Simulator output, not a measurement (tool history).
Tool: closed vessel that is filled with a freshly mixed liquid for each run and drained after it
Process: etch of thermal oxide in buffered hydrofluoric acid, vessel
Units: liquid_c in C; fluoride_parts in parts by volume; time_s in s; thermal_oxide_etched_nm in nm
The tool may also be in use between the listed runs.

run	day	liquid_c	fluoride_parts	time_s	thermal_oxide_etched_nm
1	0	23	12.5	30	25.729
2	0.025	23	15.5	30	20.5
3	0.096	23	15.5	30	20.901
4	0.383	20	15.5	30	17.726
5	0.667	23	14	30	22.766
6	0.754	23	12.5	30	25.353
7	0.979	25	11.5	30	30.689
8	1.246	26.5	11	30	35.209
9	1.512	27.5	11	30	37.093

Forecast run 10:
10	1.796	28.5	11	30	?

thermal_oxide_etched_nm: 38.359 nm

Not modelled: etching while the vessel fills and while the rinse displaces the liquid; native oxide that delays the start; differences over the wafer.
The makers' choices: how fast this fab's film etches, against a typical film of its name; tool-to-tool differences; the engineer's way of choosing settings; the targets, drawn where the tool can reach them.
